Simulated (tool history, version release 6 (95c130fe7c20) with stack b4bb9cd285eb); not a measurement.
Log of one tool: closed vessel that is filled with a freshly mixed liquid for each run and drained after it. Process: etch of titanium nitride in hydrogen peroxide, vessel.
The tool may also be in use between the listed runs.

run,hour,temperature setpoint of the liquid (C),concentration of hydrogen peroxide in the mixed liquid (% by weight),time in the liquid (s),thickness taken off the titanium nitride on a monitor wafer (nm)
1,0.0,49.0,25.5,875,64.563
2,5.0,48.5,25.5,875,62.179
3,9.6,48.0,25.5,875,60.174
4,13.4,48.0,29.0,875,61.599
5,19.1,53.0,29.0,875,88.113
6,20.0,55.5,29.0,875,105.300
7,22.0,54.0,29.0,875,95.495
8,29.8,52.5,29.0,875,85.431
9,34.5,52.5,29.0,875,85.943
10,41.5,51.5,29.0,875,79.959
11,46.6,50.5,29.0,875,74.142
12,54.5,49.5,29.0,875,68.960
13,59.0,48.5,29.0,875,63.715
14,65.1,48.0,29.0,875,61.365
15,72.7,47.5,29.0,875,59.455
16,80.6,47.0,29.0,875,57.244
17,82.5,47.0,29.0,875,57.445
18,88.4,46.5,29.0,875,55.398
19,89.2,46.0,29.0,875,52.669

The next listed run, before its measurement:
20,91.1,45.5,29.0,875,?

Run 20 gave thickness taken off the titanium nitride on a monitor wafer (nm) 51.133.
